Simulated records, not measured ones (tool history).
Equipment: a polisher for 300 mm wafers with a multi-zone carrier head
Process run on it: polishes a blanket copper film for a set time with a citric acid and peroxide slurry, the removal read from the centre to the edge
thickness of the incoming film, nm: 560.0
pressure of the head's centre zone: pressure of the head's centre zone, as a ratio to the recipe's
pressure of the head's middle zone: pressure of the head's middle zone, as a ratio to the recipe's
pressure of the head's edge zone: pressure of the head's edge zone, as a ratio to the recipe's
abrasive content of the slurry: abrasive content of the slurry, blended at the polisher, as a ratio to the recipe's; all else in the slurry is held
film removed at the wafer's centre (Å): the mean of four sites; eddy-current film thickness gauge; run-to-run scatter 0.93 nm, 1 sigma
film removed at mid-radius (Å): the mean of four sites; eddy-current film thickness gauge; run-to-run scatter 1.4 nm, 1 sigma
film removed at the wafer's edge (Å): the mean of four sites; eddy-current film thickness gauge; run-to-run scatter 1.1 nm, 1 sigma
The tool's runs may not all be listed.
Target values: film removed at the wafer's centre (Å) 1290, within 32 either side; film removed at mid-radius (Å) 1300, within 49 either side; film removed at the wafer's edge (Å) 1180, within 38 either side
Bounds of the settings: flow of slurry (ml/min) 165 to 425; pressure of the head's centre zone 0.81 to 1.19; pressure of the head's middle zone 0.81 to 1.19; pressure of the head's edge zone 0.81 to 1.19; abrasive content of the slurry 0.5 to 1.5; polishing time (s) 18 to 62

run	day	flow of slurry (ml/min)	pressure of the head's centre zone	pressure of the head's middle zone	pressure of the head's edge zone	abrasive content of the slurry	polishing time (s)	film removed at the wafer's centre (Å)	film removed at mid-radius (Å)	film removed at the wafer's edge (Å)
1	0	275	1	1	1	1	40	1092	1042.9	1095.2
2	0.275	275	1	1	1	1	32	866.9	858.41	869.91
3	0.5	275	1	1	1	1	27	733.71	716.51	738.67
4	0.871	275	1	0.93	1	1	27	731.92	680.43	734.23
5	1.075	275	1	0.93	0.96	1	27	736.82	667.09	716.91
6	1.304	275	1	0.93	0.96	1	22	598.26	548.97	593.04
7	1.429	290	1.04	0.99	1.01	1.1	24	696.51	658.8	675.29
8	1.679	295	1.07	1.03	1.04	1.2	27	821.7	779.3	775.29
9	1.821	300	1.09	1.06	1.07	1.25	29	907.88	851.3	873.58
10	1.942	310	1.1	1.09	1.06	1.3	31	977.31	946.75	933.63
11	1.979	310	1.1	1.09	1.06	1.3	31	974.4	950.38	926.91
12	2.317	320	1.12	1.11	1.07	1.35	32	1039.2	1019.8	1005

Exercise: of the 5 proposed moves below, exactly one satisfies all targets within the stated allowed misses. Which move is it?
A	2.654	315	1.03	1.19	1.02	1.2	44	?	?	?
B	2.654	360	1.17	1.18	1.06	1.1	40	?	?	?
C	2.654	375	1.07	1.1	1.15	1.15	42	?	?	?
D	2.654	300	1.16	1.09	1.05	1.4	41	?	?	?
E	2.654	340	1.07	1.09	1.06	1.25	42	?	?	?

move	film removed at the wafer's centre (Å)	film removed at mid-radius (Å)	film removed at the wafer's edge (Å)
A	1298.1	1435.5	1294.4
B	1284.8	1282.3	1184.6
C	1280.8	1286	1315.4
D	1362.7	1281.7	1267.9
E	1295.6	1292.1	1280.4
A: meets the target for the result that was furthest off, but another lies outside its allowed miss
B: all results in spec
C: meets the target for the result that was furthest off, but another lies outside its allowed miss
D: the result that was furthest off in the last run now lies on the other side of its target
E: meets the target for the result that was furthest off, but another lies outside its allowed miss
The right move is B.

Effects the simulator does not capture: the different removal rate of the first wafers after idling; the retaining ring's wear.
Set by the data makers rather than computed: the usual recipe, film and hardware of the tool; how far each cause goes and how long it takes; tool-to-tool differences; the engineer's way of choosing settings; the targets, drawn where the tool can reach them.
